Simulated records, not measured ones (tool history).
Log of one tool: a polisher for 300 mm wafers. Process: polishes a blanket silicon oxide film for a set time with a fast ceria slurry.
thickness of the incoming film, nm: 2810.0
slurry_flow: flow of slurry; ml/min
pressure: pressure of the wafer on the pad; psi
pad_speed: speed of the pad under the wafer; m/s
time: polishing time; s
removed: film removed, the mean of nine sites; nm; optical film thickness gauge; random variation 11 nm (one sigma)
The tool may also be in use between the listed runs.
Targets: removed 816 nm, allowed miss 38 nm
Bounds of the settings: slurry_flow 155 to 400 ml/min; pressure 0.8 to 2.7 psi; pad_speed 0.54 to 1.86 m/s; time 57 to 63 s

| run | hour | slurry_flow | pressure | pad_speed | time | removed |
|---|---|---|---|---|---|---|
| 1 | 0 | 255 | 1.7 | 1.18 | 63 | 604.89 |
| 2 | 8.3 | 225 | 1.7 | 1.18 | 63 | 598.77 |
| 3 | 14.8 | 225 | 1.8 | 1.18 | 63 | 632.49 |
| 4 | 15.7 | 225 | 1.9 | 1.18 | 63 | 688.09 |
| 5 | 17.1 | 225 | 1.7 | 1.18 | 63 | 608.53 |
| 6 | 24.5 | 225 | 1.7 | 1.18 | 57 | 552.49 |
| 7 | 27.5 | 225 | 1.9 | 1.18 | 57 | 612.45 |
| 8 | 29.2 | 225 | 2 | 1.18 | 57 | 637.24 |
| 9 | 32.7 | 225 | 2.1 | 1.18 | 57 | 678.65 |
| 10 | 41.3 | 225 | 2.2 | 1.18 | 57 | 685.14 |
| 11 | 44.7 | 225 | 2.3 | 1.18 | 57 | 753.92 |
| 12 | 45.3 | 225 | 2.4 | 1.18 | 57 | 746.72 |

5 next moves are on the table. One of them brings every result within its allowed miss. Which?
| A | 45.9 | 155 | 2.5 | 1.02 | 57 | ? |
| B | 45.9 | 260 | 2.3 | 1.06 | 57 | ? |
| C | 45.9 | 205 | 1.9 | 1.26 | 63 | ? |
| D | 45.9 | 155 | 2.7 | 0.96 | 63 | ? |
| E | 45.9 | 195 | 2 | 1.58 | 57 | ? |

| move | removed |
|---|---|
| A | 644.06 |
| B | 667.34 |
| C | 701.96 |
| D | 724.04 |
| E | 826.09 |
A: further off than the last run
B: further off than the last run
C: further off than the last run
D: further off than the last run
E: meets every target
The right move is E.
